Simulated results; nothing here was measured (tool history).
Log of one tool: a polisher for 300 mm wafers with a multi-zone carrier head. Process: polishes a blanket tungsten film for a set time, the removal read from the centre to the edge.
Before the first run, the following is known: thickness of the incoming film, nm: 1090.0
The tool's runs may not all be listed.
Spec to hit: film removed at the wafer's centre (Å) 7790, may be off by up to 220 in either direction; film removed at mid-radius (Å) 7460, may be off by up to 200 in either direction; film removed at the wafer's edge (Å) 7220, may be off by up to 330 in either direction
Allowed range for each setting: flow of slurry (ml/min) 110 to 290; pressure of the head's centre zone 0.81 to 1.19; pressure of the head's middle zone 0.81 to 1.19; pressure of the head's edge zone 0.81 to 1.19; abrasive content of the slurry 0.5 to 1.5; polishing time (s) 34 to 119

run	hour	flow of slurry (ml/min)	pressure of the head's centre zone	pressure of the head's middle zone	pressure of the head's edge zone	abrasive content of the slurry	polishing time (s)	film removed at the wafer's centre (Å)	film removed at mid-radius (Å)	film removed at the wafer's edge (Å)
1	0	185	1	1	1	1	76	4542.7	4456.6	4583.7
2	8.7	195	1.02	1.02	1.02	1.1	79	4988.1	4871	4929.9
3	12.4	195	1.02	1.02	1.02	1.1	92	5828.8	5615.7	5799.6
4	19	195	1.02	1.06	1.02	1.1	92	5787.4	5826.8	5722.8
5	26.4	195	1.06	1.06	1.02	1.1	92	6088.3	5858.4	5677.8
6	33.6	240	1.06	1.06	1.02	1.1	92	6126.4	5948.3	5839.5
7	40.2	245	1.07	1.07	1.04	1.15	93	6492.9	6132.2	6027.6
8	41	245	1.07	1.08	1.05	1.2	94	6661.6	6488.4	6224.1
9	41.6	245	1.08	1.08	1.07	1.25	94	6744.6	6404.6	6511
10	50.4	245	1.09	1.1	1.08	1.3	94	6920.4	6712.8	6387.1
11	55.7	250	1.09	1.1	1.09	1.35	94	7050.8	6669.3	6448.3
12	64.6	250	1.09	1.1	1.09	1.35	94	7001.3	6791.8	6378.8
13	71.1	255	1.09	1.1	1.1	1.35	95	6961	6797.5	6587.9
14	76.5	255	1.09	1.1	1.1	1.35	95	7032.3	6848.5	6671.6
15	83.5	255	1.1	1.11	1.11	1.4	95	7184.5	6850.4	6732.9
16	86.3	255	1.11	1.12	1.12	1.4	95	7317.9	7019.9	6821.7
17	91	255	1.12	1.13	1.13	1.4	95	7248.9	6929.6	6922.1
18	98.5	255	1.13	1.14	1.13	1.4	95	7360.4	7079.4	6751

Of the 4 settings listed for the next run, only one would bring every result within its allowed miss of target. Which one?
A	106	285	1.13	1.15	1.16	1.45	98	?	?	?
B	106	290	1.05	1.07	1.17	1.35	100	?	?	?
C	106	205	1.19	0.99	1.07	1.3	102	?	?	?
D	106	255	1.05	0.98	1.19	1.2	112	?	?	?

move	film removed at the wafer's centre (Å)	film removed at mid-radius (Å)	film removed at the wafer's edge (Å)
A	7891.5	7414.9	7210.9
B	7356.5	7001.9	7277.8
C	8047	6350.1	6816.8
D	7875.5	6972.5	7912.9
A: every result lands within tolerance
B: lands further from the targets than the last run did
C: the result that was furthest off in the last run now lies on the other side of its target
D: corrects the largest miss of the last run, while another result sits out of spec
So the answer is move A, the one that meets all the targets.
